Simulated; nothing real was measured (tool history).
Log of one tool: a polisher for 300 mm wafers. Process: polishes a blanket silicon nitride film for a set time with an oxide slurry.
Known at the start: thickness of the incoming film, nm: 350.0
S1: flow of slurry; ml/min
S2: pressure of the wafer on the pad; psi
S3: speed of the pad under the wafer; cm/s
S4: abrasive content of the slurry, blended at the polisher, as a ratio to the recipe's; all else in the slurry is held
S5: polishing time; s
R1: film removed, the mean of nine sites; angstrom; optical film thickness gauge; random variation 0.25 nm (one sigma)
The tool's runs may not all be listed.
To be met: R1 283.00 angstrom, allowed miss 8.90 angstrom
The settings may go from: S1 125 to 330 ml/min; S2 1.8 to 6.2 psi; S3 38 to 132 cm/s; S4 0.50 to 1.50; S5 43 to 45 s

run    day   S1   S2  S3    S4  S5      R1
  1  0.000  210  4.0  84  1.00  43  228.17
  2  0.042  215  4.3  84  1.00  43  237.02
  3  0.408  215  4.6  84  1.00  43  251.26
  4  0.554  215  4.8  84  1.00  43  259.71
  5  0.658  215  4.9  84  1.00  43  268.23
  6  0.954  215  4.4  84  1.00  43  241.88
  7  1.312  215  4.4  84  1.00  43  243.95
  8  1.654  215  4.6  84  1.00  43  252.84

Which of these 4 next moves meets every target?
  A  1.996  250  4.4  88  0.85  43   ?
  B  1.996  185  5.2  88  0.90  45   ?
  C  1.996  215  4.2  82  1.00  43   ?
  D  1.996  210  4.7  88  0.90  45   ?

move      R1
   A  240.03
   B  286.50
   C  232.61
   D  266.44
A: further off than the last run
B: meets every target
C: further off than the last run
D: nearer than the last run, and not there yet
Answer: B
